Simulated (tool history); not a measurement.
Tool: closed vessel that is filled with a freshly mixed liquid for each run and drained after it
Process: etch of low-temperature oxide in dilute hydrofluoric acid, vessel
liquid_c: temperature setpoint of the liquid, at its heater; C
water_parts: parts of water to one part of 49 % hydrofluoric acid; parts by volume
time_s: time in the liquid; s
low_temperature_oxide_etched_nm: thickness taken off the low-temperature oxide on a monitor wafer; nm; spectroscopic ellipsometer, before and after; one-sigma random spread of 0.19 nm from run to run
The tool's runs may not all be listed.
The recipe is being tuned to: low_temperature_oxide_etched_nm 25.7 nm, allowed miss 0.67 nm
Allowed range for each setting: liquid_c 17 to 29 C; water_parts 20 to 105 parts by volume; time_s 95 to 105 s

run    day  liquid_c  water_parts  time_s  low_temperature_oxide_etched_nm
  1      0        21           55      95                           40.165
  2  0.242        21           55     105                           44.461
  3  0.592        21           70     105                           34.215
  4  0.754        21           60     105                           40.421
  5  0.792      18.5           60     105                           36.249
  6      1      18.5           60     105                           36.533
  7  1.304      18.5           65     105                           33.773
  8  1.542      17.5           70     105                           29.677
  9  1.621        17           75     105                           26.907

Next run, 4 choices. One meets every target within its allowed miss, the rest don't. Which?
  A  1.7      17.5           70     100                                ?
  B  1.7        17           70     105                                ?
  C  1.7        20           80     100                                ?
  D  1.7      17.5           80     105                                ?

move  low_temperature_oxide_etched_nm
   A                           28.243
   B                           29.026
   C                           27.154
   D                           25.666
A: lands further from the targets than the last run did
B: lands further from the targets than the last run did
C: lands further from the targets than the last run did
D: all results in spec
The move that meets every target is D.

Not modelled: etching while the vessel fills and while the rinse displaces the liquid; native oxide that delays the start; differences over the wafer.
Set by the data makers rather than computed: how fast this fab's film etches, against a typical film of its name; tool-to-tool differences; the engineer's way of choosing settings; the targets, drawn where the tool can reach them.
